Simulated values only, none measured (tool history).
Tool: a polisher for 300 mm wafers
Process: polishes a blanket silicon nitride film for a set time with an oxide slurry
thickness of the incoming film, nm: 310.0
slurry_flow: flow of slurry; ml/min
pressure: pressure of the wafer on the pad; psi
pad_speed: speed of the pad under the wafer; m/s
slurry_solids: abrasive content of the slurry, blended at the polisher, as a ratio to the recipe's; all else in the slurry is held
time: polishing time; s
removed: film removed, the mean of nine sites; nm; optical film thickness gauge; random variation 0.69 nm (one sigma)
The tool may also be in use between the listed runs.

| run | hour | slurry_flow | pressure | pad_speed | slurry_solids | time | removed |
|---|---|---|---|---|---|---|---|
| 1 | 0 | 315 | 3.8 | 1.16 | 1 | 112 | 67.832 |
| 2 | 0.8 | 315 | 4.5 | 1.16 | 1 | 112 | 79.775 |
| 3 | 2.7 | 315 | 4.5 | 1.16 | 1 | 112 | 79.161 |
| 4 | 7.9 | 315 | 4.5 | 1.02 | 1 | 112 | 70.996 |
| 5 | 9 | 315 | 4.5 | 0.84 | 1 | 112 | 61.966 |
| 6 | 13 | 390 | 4.5 | 0.84 | 1 | 112 | 63.06 |

The next listed run, before its measurement:
| 7 | 17.1 | 390 | 4.4 | 0.84 | 1 | 112 | ? |

{"run 7": {"removed": 62.584}}
